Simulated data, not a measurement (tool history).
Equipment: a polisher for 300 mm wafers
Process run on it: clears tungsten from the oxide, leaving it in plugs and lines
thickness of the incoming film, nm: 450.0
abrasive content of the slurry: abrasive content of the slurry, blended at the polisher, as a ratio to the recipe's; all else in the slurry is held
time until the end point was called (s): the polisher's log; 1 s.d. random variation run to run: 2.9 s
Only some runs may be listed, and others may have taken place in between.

run,hour,flow of slurry (ml/min),pressure of the wafer on the pad (kPa),speed of the pad under the wafer (cm/s),abrasive content of the slurry,overpolish time after the end point (s),time until the end point was called (s)
1,0.0,295,23.4,112,1.0,43,102.98
2,1.0,295,20.0,110,1.0,43,118.88
3,9.5,240,20.0,110,1.0,43,117.22
4,12.4,240,20.0,86,1.0,43,154.21
5,13.7,240,20.0,86,1.0,43,152.37
6,18.9,240,18.6,86,1.0,43,158.00

Run 7 has not been measured yet. What should we expect?
7,19.6,240,17.9,86,1.0,43,?

{"run 7": {"time until the end point was called (s)": 162.72}}

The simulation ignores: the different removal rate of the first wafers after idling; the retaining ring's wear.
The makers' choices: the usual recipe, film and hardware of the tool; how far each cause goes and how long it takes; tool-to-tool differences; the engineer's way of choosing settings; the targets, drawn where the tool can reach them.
